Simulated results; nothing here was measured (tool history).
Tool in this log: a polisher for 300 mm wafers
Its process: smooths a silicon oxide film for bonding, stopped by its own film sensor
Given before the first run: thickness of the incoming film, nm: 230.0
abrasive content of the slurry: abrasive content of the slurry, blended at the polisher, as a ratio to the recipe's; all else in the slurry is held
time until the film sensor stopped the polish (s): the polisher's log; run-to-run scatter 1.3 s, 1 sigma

| run | hour | flow of slurry (ml/min) | pressure of the wafer on the pad (kPa) | speed of the pad under the wafer (m/s) | abrasive content of the slurry | target thickness at which the film sensor stops the polish (nm) | time until the film sensor stopped the polish (s) |
|---|---|---|---|---|---|---|---|
| 1 | 0 | 215 | 17.2 | 1.06 | 1 | 204 | 30.344 |
| 2 | 8.1 | 215 | 17.2 | 1.06 | 0.8 | 204 | 31.095 |
| 3 | 11.6 | 265 | 17.2 | 1.06 | 0.8 | 204 | 30.572 |
| 4 | 16.3 | 295 | 17.2 | 1.06 | 0.8 | 204 | 30.312 |
|  | 20.4 | slurry nozzle cleaned |
| 5 | 20.4 | 295 | 21.4 | 1.06 | 0.8 | 204 | 24.045 |
| 6 | 28.9 | 295 | 21.4 | 1.06 | 0.8 | 204 | 23.96 |

Run 7, settings as shown, results not yet in. Your forecast:
| 7 | 36.9 | 295 | 17.9 | 0.96 | 0.8 | 204 | ? |

Run 7 yielded time until the film sensor stopped the polish (s) 29.095.

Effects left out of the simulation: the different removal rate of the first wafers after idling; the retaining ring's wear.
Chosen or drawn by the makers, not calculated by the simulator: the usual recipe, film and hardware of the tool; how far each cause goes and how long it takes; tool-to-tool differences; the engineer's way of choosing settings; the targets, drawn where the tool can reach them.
